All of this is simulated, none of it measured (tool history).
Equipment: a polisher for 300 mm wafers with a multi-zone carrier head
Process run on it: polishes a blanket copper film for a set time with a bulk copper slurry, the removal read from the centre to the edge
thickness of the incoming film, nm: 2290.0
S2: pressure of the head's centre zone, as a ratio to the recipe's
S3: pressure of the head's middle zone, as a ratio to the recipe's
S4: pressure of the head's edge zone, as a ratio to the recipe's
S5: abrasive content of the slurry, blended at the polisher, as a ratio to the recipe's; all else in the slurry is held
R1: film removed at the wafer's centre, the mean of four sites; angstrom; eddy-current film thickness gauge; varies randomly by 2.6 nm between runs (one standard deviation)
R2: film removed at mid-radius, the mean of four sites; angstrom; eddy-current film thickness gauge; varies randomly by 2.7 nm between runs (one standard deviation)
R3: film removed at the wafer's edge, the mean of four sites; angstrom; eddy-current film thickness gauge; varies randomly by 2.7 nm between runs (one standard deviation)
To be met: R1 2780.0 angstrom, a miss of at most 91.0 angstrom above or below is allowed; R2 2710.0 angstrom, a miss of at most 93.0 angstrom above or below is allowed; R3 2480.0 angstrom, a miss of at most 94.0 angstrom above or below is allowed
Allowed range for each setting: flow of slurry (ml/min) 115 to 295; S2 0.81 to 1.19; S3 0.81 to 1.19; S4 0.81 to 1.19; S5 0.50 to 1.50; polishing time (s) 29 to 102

run 1 day=0.000 | flow_of_slurry_(ml/min)=190 S2=1.00 S3=1.00 S4=1.00 S5=1.00 polishing_time_(s)=65 | R1=3438.5 R2=3439.0 R3=3455.7
run 2 day=0.083 | flow_of_slurry_(ml/min)=190 S2=1.00 S3=1.00 S4=0.98 S5=0.95 polishing_time_(s)=64 | R1=3371.3 R2=3368.0 R3=3443.2
run 3 day=0.454 | flow_of_slurry_(ml/min)=190 S2=1.04 S3=1.00 S4=0.98 S5=0.95 polishing_time_(s)=64 | R1=3455.1 R2=3271.6 R3=3380.6
run 4 day=0.608 | flow_of_slurry_(ml/min)=160 S2=1.04 S3=1.00 S4=0.98 S5=0.95 polishing_time_(s)=64 | R1=3288.8 R2=3120.1 R3=3256.1
run 5 day=0.792 | flow_of_slurry_(ml/min)=160 S2=1.04 S3=1.05 S4=0.98 S5=0.95 polishing_time_(s)=64 | R1=3241.2 R2=3235.3 R3=3239.1
run 6 day=0.983 | flow_of_slurry_(ml/min)=160 S2=1.09 S3=1.05 S4=0.98 S5=0.95 polishing_time_(s)=64 | R1=3366.1 R2=3273.7 R3=3231.0
run 7 day=1.075 | flow_of_slurry_(ml/min)=160 S2=1.09 S3=1.05 S4=0.98 S5=0.95 polishing_time_(s)=64 | R1=3430.7 R2=3260.4 R3=3222.4
run 8 day=1.362 | flow_of_slurry_(ml/min)=160 S2=1.10 S3=1.06 S4=0.97 S5=0.90 polishing_time_(s)=63 | R1=3334.1 R2=3215.4 R3=3170.1
-- day=1.479 slurry nozzle cleaned
run 9 day=1.479 | flow_of_slurry_(ml/min)=160 S2=1.11 S3=1.07 S4=0.96 S5=0.85 polishing_time_(s)=62 | R1=3811.7 R2=3531.1 R3=3313.7
run 10 day=1.579 | flow_of_slurry_(ml/min)=165 S2=1.12 S3=1.08 S4=0.96 S5=0.90 polishing_time_(s)=60 | R1=3838.8 R2=3584.9 R3=3244.5
run 11 day=1.629 | flow_of_slurry_(ml/min)=160 S2=1.11 S3=1.08 S4=0.96 S5=0.90 polishing_time_(s)=58 | R1=3568.4 R2=3422.2 R3=3219.6
run 12 day=1.758 | flow_of_slurry_(ml/min)=155 S2=1.12 S3=1.09 S4=0.96 S5=0.90 polishing_time_(s)=54 | R1=3321.9 R2=3217.7 R3=2903.1

5 next moves are on the table. One of them brings every result within its allowed miss. Which?
run A day=1.888 | flow_of_slurry_(ml/min)=190 S2=1.07 S3=1.17 S4=0.97 S5=0.80 polishing_time_(s)=46 | R1=? R2=? R3=?
run B day=1.888 | flow_of_slurry_(ml/min)=115 S2=1.07 S3=0.94 S4=1.02 S5=1.10 polishing_time_(s)=55 | R1=? R2=? R3=?
run C day=1.888 | flow_of_slurry_(ml/min)=140 S2=1.11 S3=1.01 S4=0.97 S5=0.80 polishing_time_(s)=48 | R1=? R2=? R3=?
run D day=1.888 | flow_of_slurry_(ml/min)=170 S2=1.10 S3=1.11 S4=1.03 S5=1.00 polishing_time_(s)=43 | R1=? R2=? R3=?
run E day=1.888 | flow_of_slurry_(ml/min)=180 S2=1.03 S3=1.16 S4=1.14 S5=0.85 polishing_time_(s)=43 | R1=? R2=? R3=?

move=A R1=2726.7 R2=2897.6 R3=2478.5
move=B R1=3122.3 R2=2802.9 R3=3047.2
move=C R1=2751.6 R2=2507.3 R3=2479.1
move=D R1=2728.1 R2=2701.8 R3=2485.2
move=E R1=2469.6 R2=2710.4 R3=2482.8
A: brings the last run's worst result on target, with another outside its allowed miss
B: as far off as the last run
C: brings the last run's worst result on target, with another outside its allowed miss
D: in spec on every target
E: takes the result that was furthest off past its target
The right move is D.

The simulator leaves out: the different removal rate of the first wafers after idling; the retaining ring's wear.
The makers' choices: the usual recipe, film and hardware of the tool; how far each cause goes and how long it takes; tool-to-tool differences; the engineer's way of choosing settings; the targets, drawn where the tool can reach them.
